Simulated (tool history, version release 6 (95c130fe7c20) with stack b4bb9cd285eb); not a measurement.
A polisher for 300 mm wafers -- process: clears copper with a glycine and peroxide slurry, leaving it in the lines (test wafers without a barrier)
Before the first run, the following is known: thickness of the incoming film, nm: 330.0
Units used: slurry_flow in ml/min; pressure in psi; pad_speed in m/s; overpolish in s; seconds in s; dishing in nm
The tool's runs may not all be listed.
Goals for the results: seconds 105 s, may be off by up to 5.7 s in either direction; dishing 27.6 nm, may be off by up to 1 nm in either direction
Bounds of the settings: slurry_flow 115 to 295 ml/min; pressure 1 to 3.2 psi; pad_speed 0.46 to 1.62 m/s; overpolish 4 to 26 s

run    day  slurry_flow  pressure  pad_speed  overpolish  seconds  dishing
  1      0          190       2.1       1.04          13   85.886   36.879
  2  0.167          235       2.1       1.04          13   82.526   37.355
  3  0.367          235       1.9       1.04          13   89.055   35.311
  4  0.438          235       1.8       1.04          13    93.42   33.434
  5  0.625          235       1.7       1.04          13   97.352   32.408
  6  0.708          235         2       1.04          13   86.238   36.187
  7  1.042          235       1.9       1.04          13   86.601   35.117
  8  1.179          230       1.8       1.04          13    94.43   33.069
  9  1.533          200       1.6       1.04          11   102.21   25.882

Exercise: of the 4 proposed moves below, exactly one satisfies all targets within the stated allowed misses. Which move is it?
  A  1.888          260       2.1        0.6          13        ?        ?
  B  1.888          250       1.5       1.04          12        ?        ?
  C  1.888          190       1.3          1          14        ?        ?
  D  1.888          205       1.6       1.02          10        ?        ?

move  seconds  dishing
   A   115.71   27.778
   B   103.44    27.91
   C    121.7   27.586
   D   102.49   24.048
A: the furthest-off result lands on target, but another misses its tolerance
B: every result lands within tolerance
C: the furthest-off result lands on target, but another misses its tolerance
D: the biggest miss grows against the last run
Answer: B
